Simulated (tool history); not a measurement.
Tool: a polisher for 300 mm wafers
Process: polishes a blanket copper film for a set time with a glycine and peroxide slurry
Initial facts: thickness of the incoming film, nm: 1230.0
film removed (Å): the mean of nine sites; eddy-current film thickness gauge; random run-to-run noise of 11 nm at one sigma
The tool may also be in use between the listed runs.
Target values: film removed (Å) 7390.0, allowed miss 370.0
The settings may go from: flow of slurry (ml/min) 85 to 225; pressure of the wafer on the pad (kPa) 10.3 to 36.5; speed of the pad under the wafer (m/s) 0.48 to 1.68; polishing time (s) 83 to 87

run,hour,flow of slurry (ml/min),pressure of the wafer on the pad (kPa),speed of the pad under the wafer (m/s),polishing time (s),film removed (Å)
1,0.0,145,23.4,1.08,83,5019.4
2,3.5,145,23.4,0.84,83,4013.4
3,11.4,145,23.4,0.66,83,3239.3
4,15.2,145,24.8,0.70,83,3607.3
5,23.7,145,29.0,0.70,83,4046.9
6,32.5,145,29.0,0.56,83,3390.7
7,37.4,150,35.9,0.86,85,5965.9
8,38.2,155,36.5,1.10,86,7921.7

4 next moves are on the table. One of them brings every result within its allowed miss. Which?
A,39.0,140,35.9,1.24,86,?
B,39.0,145,36.5,1.02,87,?
C,39.0,150,36.5,1.16,87,?
D,39.0,160,35.2,1.26,83,?

move,film removed (Å)
A,8436.0
B,7319.3
C,8275.6
D,8313.1
A: the biggest miss grows against the last run
B: each result inside its tolerance
C: the biggest miss grows against the last run
D: the biggest miss grows against the last run
The right move is B.
